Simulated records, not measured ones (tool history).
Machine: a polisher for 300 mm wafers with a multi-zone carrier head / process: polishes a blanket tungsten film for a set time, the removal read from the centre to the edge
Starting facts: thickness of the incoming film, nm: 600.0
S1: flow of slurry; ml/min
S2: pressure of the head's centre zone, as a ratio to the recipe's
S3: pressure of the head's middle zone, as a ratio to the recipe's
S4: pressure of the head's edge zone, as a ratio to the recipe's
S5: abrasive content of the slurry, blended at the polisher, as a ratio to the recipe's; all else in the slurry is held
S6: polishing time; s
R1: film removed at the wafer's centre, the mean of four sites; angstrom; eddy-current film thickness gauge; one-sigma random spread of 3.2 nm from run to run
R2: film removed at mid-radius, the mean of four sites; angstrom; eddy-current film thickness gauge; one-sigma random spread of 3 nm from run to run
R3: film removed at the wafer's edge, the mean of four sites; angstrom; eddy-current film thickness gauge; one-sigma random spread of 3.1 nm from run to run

run 1 hour=0.0 | S1=320 S2=1.00 S3=1.00 S4=1.00 S5=1.00 S6=40 | R1=1771.9 R2=1701.7 R3=1675.4
run 2 hour=8.0 | S1=320 S2=1.01 S3=1.02 S4=1.02 S5=1.10 S6=41 | R1=1824.3 R2=1792.9 R3=1750.2
run 3 hour=9.6 | S1=320 S2=1.03 S3=1.03 S4=1.03 S5=1.15 S6=43 | R1=1982.2 R2=1884.7 R3=1869.5
run 4 hour=13.3 | S1=265 S2=1.03 S3=1.03 S4=1.03 S5=1.15 S6=43 | R1=1926.7 R2=1851.1 R3=1840.6
run 5 hour=17.6 | S1=275 S2=1.04 S3=1.05 S4=1.04 S5=1.20 S6=44 | R1=2017.1 R2=1986.5 R3=1890.7
run 6 hour=26.4 | S1=275 S2=1.04 S3=1.05 S4=1.01 S5=1.20 S6=44 | R1=2049.8 R2=1972.0 R3=1901.5
run 7 hour=27.4 | S1=280 S2=1.04 S3=1.06 S4=1.01 S5=1.25 S6=45 | R1=2059.0 R2=2080.0 R3=1931.1
run 8 hour=31.7 | S1=280 S2=1.05 S3=1.07 S4=1.03 S5=1.30 S6=46 | R1=2155.4 R2=2095.0 R3=1976.4
run 9 hour=40.0 | S1=280 S2=1.05 S3=1.07 S4=1.03 S5=1.30 S6=47 | R1=2202.5 R2=2148.4 R3=2035.2
run 10 hour=42.0 | S1=280 S2=1.05 S3=1.07 S4=1.03 S5=1.30 S6=47 | R1=2235.6 R2=2213.0 R3=2034.9

What will run 11 give?
run 11 hour=48.5 | S1=280 S2=1.05 S3=1.07 S4=1.04 S5=1.35 S6=48 | R1=? R2=? R3=?

R1: 2292.9 angstrom
R2: 2186.6 angstrom
R3: 2123.1 angstrom

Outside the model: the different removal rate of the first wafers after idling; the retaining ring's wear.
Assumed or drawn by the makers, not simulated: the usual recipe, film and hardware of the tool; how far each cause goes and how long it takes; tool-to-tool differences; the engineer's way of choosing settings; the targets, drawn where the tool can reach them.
